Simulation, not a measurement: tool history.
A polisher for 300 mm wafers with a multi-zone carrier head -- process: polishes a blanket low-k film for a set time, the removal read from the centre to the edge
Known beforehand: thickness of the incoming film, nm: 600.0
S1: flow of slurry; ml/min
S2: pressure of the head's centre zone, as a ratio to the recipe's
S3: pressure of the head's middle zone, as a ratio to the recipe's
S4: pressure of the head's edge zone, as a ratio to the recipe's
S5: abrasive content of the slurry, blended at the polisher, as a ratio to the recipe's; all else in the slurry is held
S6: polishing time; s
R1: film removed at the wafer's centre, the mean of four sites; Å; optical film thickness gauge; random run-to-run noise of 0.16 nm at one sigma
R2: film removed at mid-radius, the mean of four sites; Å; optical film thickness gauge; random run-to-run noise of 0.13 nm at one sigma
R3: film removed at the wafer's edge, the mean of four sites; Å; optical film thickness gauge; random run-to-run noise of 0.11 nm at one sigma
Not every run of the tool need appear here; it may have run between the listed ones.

run	hour	S1	S2	S3	S4	S5	S6	R1	R2	R3
1	0.0	120	1.00	1.00	1.00	1.00	62	136.61	136.31	133.84
2	2.1	120	1.00	1.00	1.00	0.85	62	126.10	127.03	122.15
3	6.7	120	1.06	1.00	1.00	0.85	62	133.39	126.48	122.46
4	12.4	120	1.06	1.00	0.97	0.85	62	132.32	127.19	120.54
5	17.9	120	1.06	1.00	0.97	0.85	70	150.05	142.35	134.29
6	21.8	130	0.99	1.01	1.03	0.90	70	146.34	150.76	147.02
7	30.3	140	0.96	1.02	1.08	0.90	70	146.81	152.12	150.47

Run 8 has not been measured yet. What should we expect?
8	31.2	145	0.92	1.03	1.11	0.95	70	?	?	?

{"run 8": {"R1": 144.96, "R2": 159.31, "R3": 157.62}}

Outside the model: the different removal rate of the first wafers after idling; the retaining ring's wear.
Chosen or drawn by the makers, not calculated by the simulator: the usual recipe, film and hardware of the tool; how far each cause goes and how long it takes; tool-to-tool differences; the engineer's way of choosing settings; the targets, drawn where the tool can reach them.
